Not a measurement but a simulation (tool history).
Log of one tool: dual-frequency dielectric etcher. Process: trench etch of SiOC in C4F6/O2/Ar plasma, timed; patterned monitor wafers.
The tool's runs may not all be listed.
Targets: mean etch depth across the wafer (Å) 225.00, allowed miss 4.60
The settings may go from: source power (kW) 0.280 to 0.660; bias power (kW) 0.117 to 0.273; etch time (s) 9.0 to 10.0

run,hour,source power (kW),bias power (kW),etch time (s),mean etch depth across the wafer (Å)
1,0.0,0.470,0.195,10.0,204.93
2,5.8,0.470,0.195,9.0,184.21
3,12.7,0.510,0.204,9.0,192.72
4,14.2,0.530,0.218,9.0,197.81
5,15.7,0.470,0.218,9.0,191.08
6,21.1,0.470,0.218,9.0,190.92
7,26.3,0.470,0.218,9.0,190.87
8,28.7,0.500,0.229,9.0,197.78
9,31.1,0.500,0.229,9.0,196.60
10,32.3,0.530,0.238,9.0,204.80
11,37.1,0.560,0.241,9.0,208.73
12,43.3,0.580,0.245,9.0,213.12
13,46.5,0.600,0.247,9.0,215.44

4 next moves are on the table. One of them brings every result within its allowed miss. Which?
A,49.7,0.660,0.249,9.5,?
B,49.7,0.650,0.258,9.0,?
C,49.7,0.570,0.255,9.0,?
D,49.7,0.600,0.273,9.5,?

move,mean etch depth across the wafer (Å)
A,236.27
B,225.28
C,214.66
D,235.83
A: takes the result that was furthest off past its target
B: meets every target
C: further off than the last run
D: takes the result that was furthest off past its target
Answer: B
